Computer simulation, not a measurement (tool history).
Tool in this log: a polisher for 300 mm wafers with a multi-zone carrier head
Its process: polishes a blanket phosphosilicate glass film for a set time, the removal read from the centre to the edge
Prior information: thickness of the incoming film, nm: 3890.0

run  hour  flow of slurry (ml/min)  pressure of the head's centre zone  pressure of the head's middle zone  pressure of the head's edge zone  abrasive content of the slurry  polishing time (s)  film removed at the wafer's centre (nm)  film removed at mid-radius (nm)  film removed at the wafer's edge (nm)
  1   0.0                      295                                1.00                                1.00                              1.00                            1.00                  43                                   440.72                           437.27                                 441.89
  2   6.0                      295                                1.00                                1.00                              1.08                            1.00                  43                                   435.83                           448.54                                 472.61
  3  12.4                      295                                1.00                                1.00                              1.08                            0.90                  43                                   409.25                           410.16                                 428.04
  4  19.1                      230                                1.00                                1.00                              1.08                            0.90                  43                                   393.63                           395.52                                 422.35
  5  27.7                      230                                1.00                                1.00                              1.08                            0.90                  49                                   449.65                           451.51                                 483.06
  6  29.2                      250                                1.03                                1.03                              1.09                            0.95                  49                                   502.03                           488.51                                 503.63
  7  35.4                      265                                1.03                                1.05                              1.10                            1.00                  49                                   505.39                           505.74                                 511.49
  8  38.3                      280                                1.04                                1.06                              1.11                            1.05                  49                                   528.06                           538.07                                 555.58
  9  47.0                      300                                1.06                                1.08                              1.11                            1.10                  49                                   558.01                           562.36                                 553.29
 10  51.0                      310                                1.07                                1.09                              1.12                            1.15                  49                                   561.91                           569.45                                 574.86
 11  56.6                      320                                1.08                                1.11                              1.12                            1.20                  49                                   586.94                           599.45                                 596.81
 12  64.5                      330                                1.09                                1.12                              1.12                            1.25                  49                                   612.16                           609.33                                 612.74
 13  69.9                      335                                1.09                                1.13                              1.11                            1.25                  49                                   616.46                           618.46                                 589.85

Forecast run 14:
 14  71.4                      340                                1.09                                1.14                              1.12                            1.30                  49                                        ?                                ?                                      ?

{"run 14": {"film removed at the wafer's centre (nm)": 626.75, "film removed at mid-radius (nm)": 635.88, "film removed at the wafer's edge (nm)": 630.38}}

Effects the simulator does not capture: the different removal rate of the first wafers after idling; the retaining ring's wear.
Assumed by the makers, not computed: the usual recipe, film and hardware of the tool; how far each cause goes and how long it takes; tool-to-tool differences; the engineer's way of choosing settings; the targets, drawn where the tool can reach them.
